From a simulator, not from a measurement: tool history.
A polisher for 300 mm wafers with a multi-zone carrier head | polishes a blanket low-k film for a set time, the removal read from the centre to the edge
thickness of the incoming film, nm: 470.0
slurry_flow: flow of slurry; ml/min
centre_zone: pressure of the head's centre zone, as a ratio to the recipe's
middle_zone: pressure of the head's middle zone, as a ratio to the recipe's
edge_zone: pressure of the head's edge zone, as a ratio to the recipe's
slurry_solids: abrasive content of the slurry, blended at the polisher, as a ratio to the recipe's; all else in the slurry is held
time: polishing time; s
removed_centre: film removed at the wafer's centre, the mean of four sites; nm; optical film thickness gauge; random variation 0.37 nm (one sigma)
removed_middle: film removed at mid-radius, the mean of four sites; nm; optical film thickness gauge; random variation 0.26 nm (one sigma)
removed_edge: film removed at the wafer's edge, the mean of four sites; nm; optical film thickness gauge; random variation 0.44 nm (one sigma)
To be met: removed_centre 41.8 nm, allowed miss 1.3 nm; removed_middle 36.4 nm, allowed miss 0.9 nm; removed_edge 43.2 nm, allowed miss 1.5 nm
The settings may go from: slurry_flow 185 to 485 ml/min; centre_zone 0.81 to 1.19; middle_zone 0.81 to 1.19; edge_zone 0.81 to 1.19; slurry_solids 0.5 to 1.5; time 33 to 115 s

run	hour	slurry_flow	centre_zone	middle_zone	edge_zone	slurry_solids	time	removed_centre	removed_middle	removed_edge
1	0	310	1	1	1	1	73	28.086	29.404	28.378
2	4.2	310	1	1	0.92	1	73	28.703	29.154	27.681
3	5.9	280	1	1	0.92	1	73	27.479	28.828	27.404
4	9.2	265	1.03	0.95	0.98	1.15	77	31.614	30.759	32.095
5	15.6	265	1.06	0.94	1.03	1.25	78	34.499	31.959	33.449
6	16.2	255	1.06	0.91	1.04	1.35	81	36.021	33.465	36.264
7	22.4	250	1.07	0.89	1.07	1.4	83	37.785	33.957	37.966
8	23.6	265	1.07	0.88	1.1	1.45	84	39.195	34.464	39.415
9	26.9	270	1.07	0.88	1.12	1.45	85	39.838	35.459	40.353
10	30	270	1.07	0.87	1.14	1.45	86	40.235	35.195	40.721
11	38.5	270	1.07	0.86	1.15	1.45	87	40.868	35.398	41.641
12	43.6	275	1.07	0.86	1.16	1.45	87	40.641	35.14	41.349
13	51.2	275	1.07	0.86	1.17	1.45	87	40.629	35.197	42.096

4 next moves are on the table. One of them brings every result within its allowed miss. Which?
A	58.8	360	1.05	0.99	1.1	1.5	83	?	?	?
B	58.8	250	1.08	0.81	1.19	1.4	90	?	?	?
C	58.8	335	1.15	0.85	1.14	1.4	90	?	?	?
D	58.8	250	1.1	0.88	1.19	1.3	92	?	?	?

move	removed_centre	removed_middle	removed_edge
A	40.346	38.404	40.821
B	42.14	33.885	43.926
C	46.199	36.125	43.914
D	42.731	35.834	43.727
A: takes the result that was furthest off past its target
B: further off than the last run
C: brings the result that was furthest off to its target, and leaves another outside
D: meets every target
Move D is the one to make.
